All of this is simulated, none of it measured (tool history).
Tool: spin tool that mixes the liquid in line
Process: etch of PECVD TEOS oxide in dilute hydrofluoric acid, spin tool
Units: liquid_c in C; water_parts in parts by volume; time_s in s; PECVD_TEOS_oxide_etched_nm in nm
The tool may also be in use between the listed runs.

| run | hour | liquid_c | water_parts | time_s | PECVD_TEOS_oxide_etched_nm |
|---|---|---|---|---|---|
| 1 | 0.0 | 25 | 295 | 45 | 2.2448 |
| 2 | 6.3 | 26 | 270 | 45 | 2.6180 |
| 3 | 15.1 | 26 | 190 | 45 | 4.0698 |
| 4 | 22.5 | 27 | 190 | 45 | 4.2433 |
| 5 | 30.0 | 28 | 190 | 45 | 4.3390 |
| 6 | 35.5 | 28 | 190 | 25 | 2.4352 |

Run 7 comes next. What will it give?
| 7 | 40.1 | 32 | 70 | 30 | ? |

{"run 7": {"PECVD_TEOS_oxide_etched_nm": 10.79}}

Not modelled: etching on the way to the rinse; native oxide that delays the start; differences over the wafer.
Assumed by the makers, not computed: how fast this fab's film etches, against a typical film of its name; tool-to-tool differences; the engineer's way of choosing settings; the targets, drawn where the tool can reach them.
